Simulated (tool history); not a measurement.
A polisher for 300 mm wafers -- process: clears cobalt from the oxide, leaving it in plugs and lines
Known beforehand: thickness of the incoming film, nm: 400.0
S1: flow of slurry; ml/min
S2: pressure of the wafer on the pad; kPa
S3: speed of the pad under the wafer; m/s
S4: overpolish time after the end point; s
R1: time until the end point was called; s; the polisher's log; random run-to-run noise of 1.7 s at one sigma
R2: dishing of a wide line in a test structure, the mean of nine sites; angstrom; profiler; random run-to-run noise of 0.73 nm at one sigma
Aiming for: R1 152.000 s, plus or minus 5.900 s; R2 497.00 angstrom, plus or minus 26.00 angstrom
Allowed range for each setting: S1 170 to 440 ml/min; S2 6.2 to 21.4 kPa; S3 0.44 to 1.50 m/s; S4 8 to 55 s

run,hour,S1,S2,S3,S4,R1,R2
1,0.0,280,13.8,0.96,28,91.407,656.25
2,8.2,280,13.8,0.96,16,92.945,486.29
3,14.9,340,13.8,0.96,16,89.803,489.30
4,19.3,335,11.7,0.96,19,108.520,489.34
5,26.9,335,10.3,0.96,21,120.010,485.42
6,34.6,335,11.7,0.96,21,104.700,527.75
7,43.2,320,10.3,0.96,22,118.410,503.45
8,44.5,320,9.7,0.96,23,126.340,497.29
9,53.4,320,9.0,0.96,24,137.030,489.76

5 next moves are on the table. One of them brings every result within its allowed miss. Which?
A,62.3,265,10.3,0.76,27,?,?
B,62.3,335,9.7,0.86,20,?,?
C,62.3,290,7.6,1.02,37,?,?
D,62.3,270,9.0,0.82,23,?,?
E,62.3,335,9.7,0.98,23,?,?

move,R1,R2
A,154.180,503.88
B,144.020,434.36
C,155.000,597.29
D,164.130,437.46
E,126.900,513.38
A: all results in spec
B: an improvement on the last run, though not all results are within tolerance
C: the furthest-off result lands on target, but another misses its tolerance
D: the result that was furthest off in the last run now lies on the other side of its target
E: misses by more than the last run did
A meets every target.

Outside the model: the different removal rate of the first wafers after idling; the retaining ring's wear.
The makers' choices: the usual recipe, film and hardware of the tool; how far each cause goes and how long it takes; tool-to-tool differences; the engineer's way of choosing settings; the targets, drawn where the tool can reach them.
